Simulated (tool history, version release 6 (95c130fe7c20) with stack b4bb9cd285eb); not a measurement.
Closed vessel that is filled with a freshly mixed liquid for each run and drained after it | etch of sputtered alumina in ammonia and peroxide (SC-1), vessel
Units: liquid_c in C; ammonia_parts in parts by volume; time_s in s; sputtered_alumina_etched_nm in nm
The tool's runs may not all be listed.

Run 1, hour 0.0: liquid_c 46.0 C, ammonia_parts 0.45 parts by volume, time_s 315 s. Result: sputtered_alumina_etched_nm 9.2572 nm.
Run 2, hour 7.3: liquid_c 46.5 C, ammonia_parts 0.45 parts by volume, time_s 315 s. Result: sputtered_alumina_etched_nm 9.5636 nm.
Run 3, hour 14.1: liquid_c 46.5 C, ammonia_parts 0.55 parts by volume, time_s 315 s. Result: sputtered_alumina_etched_nm 9.5089 nm.
Run 4, hour 19.5: liquid_c 39.5 C, ammonia_parts 0.55 parts by volume, time_s 315 s. Result: sputtered_alumina_etched_nm 6.4364 nm.
Run 5, hour 21.9: liquid_c 41.0 C, ammonia_parts 0.55 parts by volume, time_s 315 s. Result: sputtered_alumina_etched_nm 7.0660 nm.
Run 6, hour 23.1: liquid_c 42.5 C, ammonia_parts 0.55 parts by volume, time_s 315 s. Result: sputtered_alumina_etched_nm 7.7561 nm.

Run 7 comes next. What will it give?
Run 7, hour 31.6: liquid_c 43.5 C, ammonia_parts 0.55 parts by volume, time_s 315 s. Result: sputtered_alumina_etched_nm ?.

sputtered_alumina_etched_nm: 8.0641 nm

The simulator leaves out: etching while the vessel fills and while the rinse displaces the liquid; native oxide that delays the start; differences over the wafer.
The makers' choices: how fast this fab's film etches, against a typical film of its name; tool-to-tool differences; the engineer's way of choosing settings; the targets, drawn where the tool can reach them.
